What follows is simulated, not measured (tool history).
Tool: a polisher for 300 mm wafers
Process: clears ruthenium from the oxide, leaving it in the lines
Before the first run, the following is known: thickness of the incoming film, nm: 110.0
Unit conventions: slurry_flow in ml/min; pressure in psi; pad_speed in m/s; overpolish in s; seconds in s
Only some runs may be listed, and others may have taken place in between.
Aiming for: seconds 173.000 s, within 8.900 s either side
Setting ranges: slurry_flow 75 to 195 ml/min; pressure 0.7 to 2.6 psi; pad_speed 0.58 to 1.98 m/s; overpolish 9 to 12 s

| run | hour | slurry_flow | pressure | pad_speed | overpolish | seconds |
|---|---|---|---|---|---|---|
| 1 | 0.0 | 125 | 1.6 | 1.28 | 12 | 112.890 |
| 2 | 8.3 | 145 | 1.6 | 1.28 | 12 | 107.740 |
| 3 | 13.0 | 145 | 1.8 | 1.28 | 12 | 96.156 |
| 4 | 14.7 | 145 | 1.8 | 1.28 | 9 | 94.179 |
| 5 | 18.4 | 145 | 1.8 | 1.04 | 9 | 105.830 |
| 6 | 27.3 | 140 | 1.7 | 1.04 | 9 | 111.160 |
| 7 | 36.0 | 140 | 1.6 | 1.02 | 9 | 125.410 |
| 8 | 38.8 | 140 | 1.5 | 1.02 | 9 | 128.180 |
| 9 | 46.4 | 135 | 1.4 | 1.02 | 9 | 143.120 |
| 10 | 48.8 | 130 | 1.4 | 1.02 | 9 | 143.230 |
| 11 | 55.3 | 120 | 1.3 | 1.02 | 9 | 154.500 |

Consider the 5 candidate settings below. Which is the only one whose results all fall within their allowed miss of target?
| A | 61.8 | 140 | 1.1 | 1.02 | 9 | ? |
| B | 61.8 | 115 | 1.6 | 1.06 | 11 | ? |
| C | 61.8 | 105 | 1.1 | 0.96 | 12 | ? |
| D | 61.8 | 115 | 1.1 | 0.98 | 12 | ? |
| E | 61.8 | 140 | 1.6 | 0.90 | 11 | ? |

| move | seconds |
|---|---|
| A | 174.750 |
| B | 124.500 |
| C | 192.970 |
| D | 186.450 |
| E | 130.110 |
A: hits every target within its allowed miss
B: lands further from the targets than the last run did
C: carries the result that was furthest off beyond its target, to the other side
D: carries the result that was furthest off beyond its target, to the other side
E: lands further from the targets than the last run did
Answer: A
